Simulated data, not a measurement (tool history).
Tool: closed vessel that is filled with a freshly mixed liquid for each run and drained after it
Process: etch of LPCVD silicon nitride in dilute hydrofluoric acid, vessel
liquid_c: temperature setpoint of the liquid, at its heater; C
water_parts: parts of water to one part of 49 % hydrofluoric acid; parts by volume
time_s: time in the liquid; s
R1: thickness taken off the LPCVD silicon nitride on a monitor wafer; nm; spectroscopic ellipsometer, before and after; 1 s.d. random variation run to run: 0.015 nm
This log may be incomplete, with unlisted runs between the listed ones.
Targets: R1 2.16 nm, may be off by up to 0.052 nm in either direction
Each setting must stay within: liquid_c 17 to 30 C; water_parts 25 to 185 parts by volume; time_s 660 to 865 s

{"run": 1, "day": 0.0, "liquid_c": 22, "water_parts": 105, "time_s": 865, "R1": 3.3283}
{"run": 2, "day": 0.212, "liquid_c": 20.5, "water_parts": 105, "time_s": 865, "R1": 2.9949}
{"run": 3, "day": 0.296, "liquid_c": 20, "water_parts": 105, "time_s": 865, "R1": 2.8679}
{"run": 4, "day": 0.346, "liquid_c": 20, "water_parts": 105, "time_s": 865, "R1": 2.8996}
{"run": 5, "day": 0.571, "liquid_c": 19.5, "water_parts": 105, "time_s": 865, "R1": 2.8231}
{"run": 6, "day": 0.612, "liquid_c": 19, "water_parts": 105, "time_s": 865, "R1": 2.6874}
{"run": 7, "day": 0.654, "liquid_c": 18.5, "water_parts": 105, "time_s": 865, "R1": 2.624}
{"run": 8, "day": 0.858, "liquid_c": 17, "water_parts": 120, "time_s": 860, "R1": 2.0818}

Below are 4 possible settings for the next run. Only one of them brings all results inside the allowed miss of their targets. Which is it?
{"run": "A", "day": 1.062, "liquid_c": 18.5, "water_parts": 125, "time_s": 845, "R1": "?"}
{"run": "B", "day": 1.062, "liquid_c": 17, "water_parts": 125, "time_s": 860, "R1": "?"}
{"run": "C", "day": 1.062, "liquid_c": 17.5, "water_parts": 120, "time_s": 790, "R1": "?"}
{"run": "D", "day": 1.062, "liquid_c": 17.5, "water_parts": 125, "time_s": 820, "R1": "?"}

move=A R1=2.1636
move=B R1=1.9863
move=C R1=1.9648
move=D R1=1.9604
A: each result inside its tolerance
B: lands further from the targets than the last run did
C: lands further from the targets than the last run did
D: lands further from the targets than the last run did
Correct choice: A, which meets every target
